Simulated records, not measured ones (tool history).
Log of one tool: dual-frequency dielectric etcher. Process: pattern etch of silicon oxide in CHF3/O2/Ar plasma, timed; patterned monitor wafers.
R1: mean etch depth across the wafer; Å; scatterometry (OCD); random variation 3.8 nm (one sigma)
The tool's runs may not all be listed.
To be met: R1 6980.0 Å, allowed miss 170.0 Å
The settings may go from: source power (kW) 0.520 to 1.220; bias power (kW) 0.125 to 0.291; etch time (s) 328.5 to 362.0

run 1 hour=0.0 | source_power_(kW)=0.870 bias_power_(kW)=0.208 etch_time_(s)=362.0 | R1=8645.5
run 2 hour=1.9 | source_power_(kW)=0.870 bias_power_(kW)=0.208 etch_time_(s)=328.5 | R1=7831.5
run 3 hour=4.3 | source_power_(kW)=0.800 bias_power_(kW)=0.203 etch_time_(s)=328.5 | R1=7399.6
run 4 hour=7.2 | source_power_(kW)=0.780 bias_power_(kW)=0.202 etch_time_(s)=328.5 | R1=7272.6
run 5 hour=12.3 | source_power_(kW)=0.760 bias_power_(kW)=0.201 etch_time_(s)=328.5 | R1=7261.6
run 6 hour=20.0 | source_power_(kW)=0.760 bias_power_(kW)=0.221 etch_time_(s)=328.5 | R1=7624.0
run 7 hour=23.9 | source_power_(kW)=0.720 bias_power_(kW)=0.220 etch_time_(s)=328.5 | R1=7427.7
run 8 hour=30.7 | source_power_(kW)=0.600 bias_power_(kW)=0.212 etch_time_(s)=328.5 | R1=6681.5

4 next moves are on the table. One of them brings every result within its allowed miss. Which?
run A hour=37.5 | source_power_(kW)=0.680 bias_power_(kW)=0.204 etch_time_(s)=328.5 | R1=?
run B hour=37.5 | source_power_(kW)=0.520 bias_power_(kW)=0.220 etch_time_(s)=328.5 | R1=?
run C hour=37.5 | source_power_(kW)=0.540 bias_power_(kW)=0.217 etch_time_(s)=328.5 | R1=?
run D hour=37.5 | source_power_(kW)=0.520 bias_power_(kW)=0.229 etch_time_(s)=336.0 | R1=?

move=A R1=6931.8
move=B R1=6397.7
move=C R1=6461.3
move=D R1=6689.1
A: meets every target
B: further off than the last run
C: further off than the last run
D: as far off as the last run
Answer: A

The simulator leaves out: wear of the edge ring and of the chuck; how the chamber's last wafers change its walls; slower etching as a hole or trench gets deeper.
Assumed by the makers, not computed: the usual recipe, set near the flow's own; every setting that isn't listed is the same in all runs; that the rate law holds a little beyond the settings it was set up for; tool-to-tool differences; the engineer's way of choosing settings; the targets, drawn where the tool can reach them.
